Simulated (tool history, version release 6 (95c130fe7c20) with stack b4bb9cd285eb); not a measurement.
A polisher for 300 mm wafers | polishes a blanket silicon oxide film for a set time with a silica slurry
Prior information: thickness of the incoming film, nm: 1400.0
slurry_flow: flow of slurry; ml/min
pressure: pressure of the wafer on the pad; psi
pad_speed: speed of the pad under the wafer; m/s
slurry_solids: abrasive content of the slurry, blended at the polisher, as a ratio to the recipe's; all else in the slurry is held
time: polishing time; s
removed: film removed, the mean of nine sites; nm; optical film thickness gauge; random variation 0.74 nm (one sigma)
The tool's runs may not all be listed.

| run | day | slurry_flow | pressure | pad_speed | slurry_solids | time | removed |
|---|---|---|---|---|---|---|---|
| 1 | 0 | 135 | 4.8 | 1.46 | 1 | 32 | 101.34 |
| 2 | 0.104 | 125 | 4.8 | 1.46 | 1 | 32 | 99.813 |
| 3 | 0.158 | 125 | 4.5 | 1.46 | 1 | 32 | 93.706 |
| 4 | 0.383 | 125 | 4.3 | 1.46 | 1 | 32 | 94.705 |
| 5 | 0.442 | 125 | 4.1 | 1.42 | 1 | 32 | 87.728 |
|  | 0.479 | slurry blender recalibrated |
| 6 | 0.479 | 125 | 4.1 | 1.42 | 0.9 | 32 | 98.25 |
| 7 | 0.592 | 125 | 3.9 | 1.36 | 0.9 | 32 | 95.223 |

The next listed run, before its measurement:
| 8 | 0.833 | 125 | 3.7 | 1.3 | 0.9 | 32 | ? |

removed: 91.31 nm
